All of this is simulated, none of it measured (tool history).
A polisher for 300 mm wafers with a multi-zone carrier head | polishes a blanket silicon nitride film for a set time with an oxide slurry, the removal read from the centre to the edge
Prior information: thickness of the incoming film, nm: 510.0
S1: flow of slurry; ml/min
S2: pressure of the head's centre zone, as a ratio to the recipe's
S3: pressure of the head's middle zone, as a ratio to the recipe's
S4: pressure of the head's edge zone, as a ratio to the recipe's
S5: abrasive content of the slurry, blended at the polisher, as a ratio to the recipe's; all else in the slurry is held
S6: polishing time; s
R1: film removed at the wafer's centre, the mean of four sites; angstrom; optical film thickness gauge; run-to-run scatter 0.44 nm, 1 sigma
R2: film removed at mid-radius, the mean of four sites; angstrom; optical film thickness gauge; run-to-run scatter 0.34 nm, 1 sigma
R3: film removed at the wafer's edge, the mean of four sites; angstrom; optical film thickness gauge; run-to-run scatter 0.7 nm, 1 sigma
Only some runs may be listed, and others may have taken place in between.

run	hour	S1	S2	S3	S4	S5	S6	R1	R2	R3
1	0	315	1	1	1	1	76	318.25	311.45	322.56
2	1.4	315	1.01	1	1.02	1.05	77	327.39	319.12	337.9
3	2.1	320	1.03	1.01	1.03	1.1	78	347.32	337.55	349.04
4	8.6	320	1.11	1.01	1.03	1.1	78	371.27	334.62	341.17
5	15.2	320	1.11	1.01	1.04	1.15	79	384.09	349.24	356.38
6	23.7	320	1.11	1.01	1.04	1	79	360.71	324.87	333.69
7	28	330	1.15	1	1.14	1.25	87	460.97	398.89	424.7
8	32.4	330	1.15	1	1.15	1.3	87	468.88	408.9	444
9	38.8	340	1.15	1.01	1.17	1.4	87	493.98	415.3	468.93

Run 10 is up next; what results do you expect?
10	42.3	345	1.13	1.09	1.19	1.5	88	?	?	?

For run 10 the tool returned R1 496.72 angstrom, R2 468.57 angstrom, R3 497.71 angstrom.
